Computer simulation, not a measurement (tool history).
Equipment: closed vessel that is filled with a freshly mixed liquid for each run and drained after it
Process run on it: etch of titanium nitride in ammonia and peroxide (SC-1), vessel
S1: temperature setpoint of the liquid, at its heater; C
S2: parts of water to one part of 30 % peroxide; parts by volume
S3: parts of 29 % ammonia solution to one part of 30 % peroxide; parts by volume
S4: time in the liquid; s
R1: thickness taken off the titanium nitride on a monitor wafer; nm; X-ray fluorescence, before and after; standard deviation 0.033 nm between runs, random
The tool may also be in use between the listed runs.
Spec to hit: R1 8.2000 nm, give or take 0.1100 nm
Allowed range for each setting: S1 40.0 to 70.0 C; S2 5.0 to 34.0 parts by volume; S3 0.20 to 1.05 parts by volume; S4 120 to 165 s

{"run": 1, "hour": 0.0, "S1": 56.0, "S2": 19.0, "S3": 0.55, "S4": 165, "R1": 19.955}
{"run": 2, "hour": 3.7, "S1": 53.0, "S2": 19.0, "S3": 0.55, "S4": 165, "R1": 16.242}
{"run": 3, "hour": 6.6, "S1": 53.0, "S2": 16.5, "S3": 0.55, "S4": 165, "R1": 17.6}
{"run": 4, "hour": 11.2, "S1": 50.5, "S2": 16.5, "S3": 0.55, "S4": 165, "R1": 14.88}
{"run": 5, "hour": 14.9, "S1": 47.0, "S2": 16.5, "S3": 0.55, "S4": 165, "R1": 11.623}
{"run": 6, "hour": 19.4, "S1": 47.0, "S2": 16.5, "S3": 0.7, "S4": 165, "R1": 12.26}
{"run": 7, "hour": 28.3, "S1": 46.0, "S2": 16.5, "S3": 0.7, "S4": 165, "R1": 11.393}
{"run": 8, "hour": 30.9, "S1": 45.0, "S2": 16.5, "S3": 0.7, "S4": 165, "R1": 10.643}
{"run": 9, "hour": 36.9, "S1": 44.0, "S2": 16.5, "S3": 0.7, "S4": 165, "R1": 9.7971}
{"run": 10, "hour": 40.1, "S1": 43.5, "S2": 16.5, "S3": 0.7, "S4": 165, "R1": 9.5185}
{"run": 11, "hour": 42.0, "S1": 43.0, "S2": 16.5, "S3": 0.7, "S4": 165, "R1": 9.1281}
{"run": 12, "hour": 43.3, "S1": 42.5, "S2": 16.5, "S3": 0.7, "S4": 165, "R1": 8.7965}
{"run": 13, "hour": 49.6, "S1": 42.0, "S2": 16.5, "S3": 0.7, "S4": 165, "R1": 8.4672}

Next run, 5 choices. One meets every target within its allowed miss, the rest don't. Which?
{"run": "A", "hour": 55.9, "S1": 45.5, "S2": 16.0, "S3": 0.7, "S4": 125, "R1": "?"}
{"run": "B", "hour": 55.9, "S1": 43.0, "S2": 18.5, "S3": 0.65, "S4": 165, "R1": "?"}
{"run": "C", "hour": 55.9, "S1": 43.0, "S2": 17.5, "S3": 0.65, "S4": 155, "R1": "?"}
{"run": "D", "hour": 55.9, "S1": 44.0, "S2": 18.0, "S3": 0.65, "S4": 160, "R1": "?"}
{"run": "E", "hour": 55.9, "S1": 46.5, "S2": 28.5, "S3": 0.6, "S4": 165, "R1": "?"}

move=A R1=8.4234
move=B R1=8.4611
move=C R1=8.1948
move=D R1=8.9562
move=E R1=8.4205
A: nearer the targets than the last run, but a result is still out of spec
B: roughly where the last run was
C: all results land within tolerance of their targets
D: its largest miss is bigger than the last run's
E: nearer the targets than the last run, but a result is still out of spec
The move that meets every target is C.
